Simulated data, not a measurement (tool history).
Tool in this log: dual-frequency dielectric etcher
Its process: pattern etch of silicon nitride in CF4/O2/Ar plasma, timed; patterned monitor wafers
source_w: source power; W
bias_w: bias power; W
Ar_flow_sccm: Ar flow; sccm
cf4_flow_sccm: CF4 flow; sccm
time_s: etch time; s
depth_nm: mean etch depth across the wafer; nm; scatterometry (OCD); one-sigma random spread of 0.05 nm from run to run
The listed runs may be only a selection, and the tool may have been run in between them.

| run | day | source_w | bias_w | Ar_flow_sccm | cf4_flow_sccm | time_s | depth_nm |
|---|---|---|---|---|---|---|---|
| 1 | 0 | 540 | 65 | 81 | 78 | 7.5 | 15.817 |
| 2 | 0.204 | 480 | 64 | 81 | 78 | 7.5 | 14.312 |
| 3 | 0.504 | 480 | 64 | 81 | 78 | 7 | 13.318 |
| 4 | 0.717 | 480 | 64 | 81 | 78 | 7.5 | 14.394 |
| 5 | 0.912 | 560 | 64 | 81 | 78 | 7.5 | 16.191 |
| 6 | 0.971 | 560 | 64 | 81 | 78 | 7 | 15.124 |
| 7 | 1.096 | 500 | 63 | 81 | 78 | 7 | 13.584 |

The next listed run, before its measurement:
| 8 | 1.467 | 460 | 63 | 81 | 78 | 7 | ? |

depth_nm: 12.78 nm
